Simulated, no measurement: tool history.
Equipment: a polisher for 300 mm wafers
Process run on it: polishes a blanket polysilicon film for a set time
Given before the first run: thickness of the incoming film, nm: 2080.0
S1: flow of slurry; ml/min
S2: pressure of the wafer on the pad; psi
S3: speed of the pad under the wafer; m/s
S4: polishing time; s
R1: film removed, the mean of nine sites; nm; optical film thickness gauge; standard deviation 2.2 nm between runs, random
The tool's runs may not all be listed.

Run 1, hour 0.0: S1 300 ml/min, S2 2.1 psi, S3 1.20 m/s, S4 45 s. Result: R1 339.70 nm.
Run 2, hour 4.6: S1 300 ml/min, S2 1.8 psi, S3 1.10 m/s, S4 44 s. Result: R1 262.29 nm.
Run 3, hour 8.5: S1 300 ml/min, S2 1.6 psi, S3 1.04 m/s, S4 44 s. Result: R1 215.33 nm.
Run 4, hour 9.4: S1 300 ml/min, S2 1.6 psi, S3 1.04 m/s, S4 40 s. Result: R1 195.83 nm.
Run 5, hour 10.7: S1 300 ml/min, S2 1.5 psi, S3 1.04 m/s, S4 40 s. Result: R1 186.12 nm.
Run 6, hour 11.6: S1 300 ml/min, S2 1.5 psi, S3 1.04 m/s, S4 45 s. Result: R1 211.15 nm.
Run 7, hour 14.6: S1 300 ml/min, S2 1.5 psi, S3 1.04 m/s, S4 45 s. Result: R1 207.01 nm.
Run 8, hour 19.0: S1 300 ml/min, S2 1.4 psi, S3 1.02 m/s, S4 45 s. Result: R1 187.10 nm.

Run 9 has not been measured yet. What should we expect?
Run 9, hour 25.9: S1 300 ml/min, S2 1.3 psi, S3 1.02 m/s, S4 45 s. Result: R1 ?.

{"run 9": {"R1": 180.98}}
